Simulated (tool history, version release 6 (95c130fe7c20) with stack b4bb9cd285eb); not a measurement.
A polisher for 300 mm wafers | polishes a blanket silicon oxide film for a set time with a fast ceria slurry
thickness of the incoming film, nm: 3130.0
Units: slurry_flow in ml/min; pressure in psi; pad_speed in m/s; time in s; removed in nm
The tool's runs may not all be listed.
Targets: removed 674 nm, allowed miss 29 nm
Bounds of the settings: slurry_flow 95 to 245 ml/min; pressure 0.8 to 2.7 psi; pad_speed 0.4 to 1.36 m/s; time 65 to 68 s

run,hour,slurry_flow,pressure,pad_speed,time,removed
1,0,155,1.7,0.88,65,408.43
2,2.7,155,1.7,0.88,68,419.9
3,7.1,155,1.8,0.88,68,446.21
4,10.6,135,1.8,0.88,68,441.84
5,15.4,175,1.8,0.88,68,451.38
6,21.8,175,1.8,0.88,68,460.17
7,29.9,175,1.9,0.88,68,476.92
8,32.8,175,2,0.88,68,500.93
9,33.5,175,2.1,0.88,68,532.87

4 next moves are on the table. One of them brings every result within its allowed miss. Which?
A,34.2,170,2.5,0.86,68,?
B,34.2,165,2.6,0.84,67,?
C,34.2,205,1.7,0.9,65,?
D,34.2,170,2.1,1.18,67,?

move,removed
A,622.7
B,623.73
C,432.81
D,667.64
A: nearer than the last run, and not there yet
B: nearer than the last run, and not there yet
C: further off than the last run
D: meets every target
Move D is the one to make.
